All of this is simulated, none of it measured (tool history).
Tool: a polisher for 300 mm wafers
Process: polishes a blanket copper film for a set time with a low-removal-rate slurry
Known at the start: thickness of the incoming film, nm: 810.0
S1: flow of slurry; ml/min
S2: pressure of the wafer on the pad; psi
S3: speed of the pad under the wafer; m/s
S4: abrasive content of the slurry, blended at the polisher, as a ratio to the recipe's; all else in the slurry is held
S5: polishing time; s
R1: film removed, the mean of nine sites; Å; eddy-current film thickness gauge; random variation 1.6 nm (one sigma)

{"run": 1, "hour": 0.0, "S1": 135, "S2": 1.9, "S3": 1.22, "S4": 1, "S5": 92, "R1": 2281.7}
{"run": 2, "hour": 4.7, "S1": 135, "S2": 2.2, "S3": 1.22, "S4": 1, "S5": 92, "R1": 2622.1}
{"run": 3, "hour": 13.1, "S1": 130, "S2": 2, "S3": 1.22, "S4": 1, "S5": 92, "R1": 2401.8}
{"run": 4, "hour": 19.7, "S1": 130, "S2": 1.8, "S3": 1.22, "S4": 1, "S5": 92, "R1": 2143.7}
{"run": 5, "hour": 27.0, "S1": 130, "S2": 2.2, "S3": 1.22, "S4": 1, "S5": 92, "R1": 2593.5}
{"run": 6, "hour": 35.4, "S1": 130, "S2": 2.2, "S3": 1.02, "S4": 1, "S5": 92, "R1": 2177}
{"run": 7, "hour": 43.5, "S1": 125, "S2": 2.1, "S3": 1.02, "S4": 1, "S5": 92, "R1": 2059.9}

Run 8 comes next. What will it give?
{"hour": 50.2, "done": "slurry nozzle cleaned"}
{"run": 8, "hour": 50.2, "S1": 120, "S2": 2, "S3": 1.02, "S4": 1, "S5": 92, "R1": "?"}

R1: 2018.3 Å
